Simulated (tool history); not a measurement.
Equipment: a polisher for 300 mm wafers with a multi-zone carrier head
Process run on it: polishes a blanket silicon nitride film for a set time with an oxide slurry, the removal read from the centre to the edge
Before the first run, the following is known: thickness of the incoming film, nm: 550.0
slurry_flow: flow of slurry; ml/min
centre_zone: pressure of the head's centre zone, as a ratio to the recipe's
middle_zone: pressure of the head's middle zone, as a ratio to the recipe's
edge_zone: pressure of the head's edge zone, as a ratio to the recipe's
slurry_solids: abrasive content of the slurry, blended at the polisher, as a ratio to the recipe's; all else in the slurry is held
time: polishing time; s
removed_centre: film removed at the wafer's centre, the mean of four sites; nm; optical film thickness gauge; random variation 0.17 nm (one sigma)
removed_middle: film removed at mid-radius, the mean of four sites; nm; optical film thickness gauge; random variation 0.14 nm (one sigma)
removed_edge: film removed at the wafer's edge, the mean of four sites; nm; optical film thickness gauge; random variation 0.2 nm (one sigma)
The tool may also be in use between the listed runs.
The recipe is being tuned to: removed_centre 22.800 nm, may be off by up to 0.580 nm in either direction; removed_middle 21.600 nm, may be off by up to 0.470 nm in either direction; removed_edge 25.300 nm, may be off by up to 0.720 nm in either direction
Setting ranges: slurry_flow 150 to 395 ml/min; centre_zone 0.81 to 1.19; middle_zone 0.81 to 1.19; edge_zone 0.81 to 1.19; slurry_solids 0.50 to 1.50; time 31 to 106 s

run,day,slurry_flow,centre_zone,middle_zone,edge_zone,slurry_solids,time,removed_centre,removed_middle,removed_edge
1,0.000,250,1.00,1.00,1.00,1.00,68,45.215,45.783,45.394
2,0.325,240,0.98,0.97,0.99,0.90,64,38.500,38.719,39.217
3,0.596,225,0.97,0.94,0.99,0.85,63,35.647,35.275,36.776
4,0.783,215,0.96,0.92,0.99,0.80,62,32.841,32.219,34.399
5,0.875,205,0.95,0.90,0.98,0.75,62,30.261,29.850,32.742
6,0.917,200,0.95,0.88,0.96,0.70,62,28.330,27.578,30.031
7,1.067,190,0.95,0.87,0.96,0.65,62,26.000,24.980,27.152
8,1.262,185,0.94,0.86,0.96,0.65,62,25.458,24.439,27.638
9,1.562,180,0.94,0.85,0.95,0.65,62,25.696,24.086,27.689
10,1.746,175,0.93,0.84,0.93,0.65,62,24.669,23.677,27.046
11,1.796,170,0.93,0.83,0.92,0.65,62,24.501,23.469,27.069
12,1.871,165,0.93,0.83,0.92,0.65,62,24.507,23.238,26.358
13,2.162,155,0.92,0.82,0.93,0.65,62,24.181,22.983,26.803
14,2.383,150,0.92,0.81,0.92,0.60,62,21.417,20.386,23.979
15,2.596,155,0.92,0.81,0.92,0.60,62,21.775,20.562,23.966

Which of these 4 next moves meets every target?
A,2.808,180,0.91,0.85,1.05,0.50,83,?,?,?
B,2.808,150,0.85,0.85,0.84,0.60,64,?,?,?
C,2.808,185,0.89,0.87,0.82,0.65,53,?,?,?
D,2.808,160,0.91,0.81,0.92,0.60,65,?,?,?

move,removed_centre,removed_middle,removed_edge
A,23.124,22.768,26.865
B,20.626,21.878,24.172
C,20.617,21.152,22.477
D,22.814,21.670,25.572
A: the result that was furthest off in the last run now lies on the other side of its target
B: brings the result that was furthest off to its target, and leaves another outside
C: brings the result that was furthest off to its target, and leaves another outside
D: hits every target within its allowed miss
D meets every target.
